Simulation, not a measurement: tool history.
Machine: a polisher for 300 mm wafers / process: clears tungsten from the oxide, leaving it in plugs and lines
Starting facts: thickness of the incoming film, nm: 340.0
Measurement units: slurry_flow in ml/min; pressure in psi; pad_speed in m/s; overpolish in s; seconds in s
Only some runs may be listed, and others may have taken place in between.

Run 1, hour 0: slurry_flow 230 ml/min, pressure 4.5 psi, pad_speed 1 m/s, slurry_solids 1, overpolish 18 s. Result: seconds 47.348 s.
Run 2, hour 6.2: slurry_flow 230 ml/min, pressure 4.7 psi, pad_speed 1 m/s, slurry_solids 1, overpolish 18 s. Result: seconds 44.232 s.
Run 3, hour 14.9: slurry_flow 230 ml/min, pressure 4.9 psi, pad_speed 1 m/s, slurry_solids 1, overpolish 18 s. Result: seconds 44.029 s.
Run 4, hour 19.4: slurry_flow 230 ml/min, pressure 4.3 psi, pad_speed 1 m/s, slurry_solids 1, overpolish 18 s. Result: seconds 47.649 s.
Run 5, hour 22.3: slurry_flow 230 ml/min, pressure 4.3 psi, pad_speed 1 m/s, slurry_solids 0.9, overpolish 18 s. Result: seconds 50.154 s.
Run 6, hour 25.9: slurry_flow 230 ml/min, pressure 4.3 psi, pad_speed 1 m/s, slurry_solids 0.9, overpolish 20 s. Result: seconds 49.057 s.

Forecast run 7:
Run 7, hour 31: slurry_flow 230 ml/min, pressure 4.6 psi, pad_speed 1 m/s, slurry_solids 0.9, overpolish 20 s. Result: seconds ?.

seconds: 46.147 s
